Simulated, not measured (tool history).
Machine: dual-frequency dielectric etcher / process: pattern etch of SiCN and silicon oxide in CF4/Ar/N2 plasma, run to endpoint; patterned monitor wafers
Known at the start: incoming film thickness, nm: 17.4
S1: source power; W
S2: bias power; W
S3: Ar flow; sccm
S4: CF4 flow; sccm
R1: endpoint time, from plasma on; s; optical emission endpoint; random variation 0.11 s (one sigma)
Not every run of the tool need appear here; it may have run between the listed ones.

run  hour   S1  S2   S3  S4      R1
  1   0.0  470  92   90  62  18.906
  2   1.1  470  92  103  62  19.387
  3   4.5  490  93  103  62  18.618
  4   5.2  570  93  103  62  16.822
  5  10.4  570  93   87  62  16.268
  6  16.9  490  93   87  62  18.000
  7  20.7  510  94   87  62  17.647
  8  24.1  520  95   86  62  17.396
  9  29.7  530  96   85  62  16.936
 10  36.4  540  97   85  62  16.489
 11  37.8  540  97   85  62  16.290

Run 12 comes next. What will it give?
 12  38.4  550  97  85  62   ?

Run 12 produced R1 16.300 s.
